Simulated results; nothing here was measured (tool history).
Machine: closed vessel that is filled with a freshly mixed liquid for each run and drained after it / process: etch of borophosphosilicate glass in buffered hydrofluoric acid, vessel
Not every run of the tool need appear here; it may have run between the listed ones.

run	hour	temperature setpoint of the liquid (K)	parts of 40 % ammonium fluoride to one part of 49 % hydrofluoric acid (parts by volume)	time in the liquid (s)	thickness taken off the borophosphosilicate glass on a monitor wafer (angstrom)
1	0.0	293.15	11.0	30	494.56
2	5.2	293.15	14.0	30	394.81
3	11.7	293.65	14.0	30	406.27
4	19.2	293.65	14.0	30	397.93
5	28.5	293.65	15.5	30	369.19
6	36.9	295.15	15.5	30	399.63
# hour 42.1: hydrofluoric acid flow meter replaced
7	42.1	295.65	15.5	30	461.64

Predict the results of run 8:
8	46.8	295.15	15.5	30	?

For run 8 the tool returned thickness taken off the borophosphosilicate glass on a monitor wafer (angstrom) 448.45.

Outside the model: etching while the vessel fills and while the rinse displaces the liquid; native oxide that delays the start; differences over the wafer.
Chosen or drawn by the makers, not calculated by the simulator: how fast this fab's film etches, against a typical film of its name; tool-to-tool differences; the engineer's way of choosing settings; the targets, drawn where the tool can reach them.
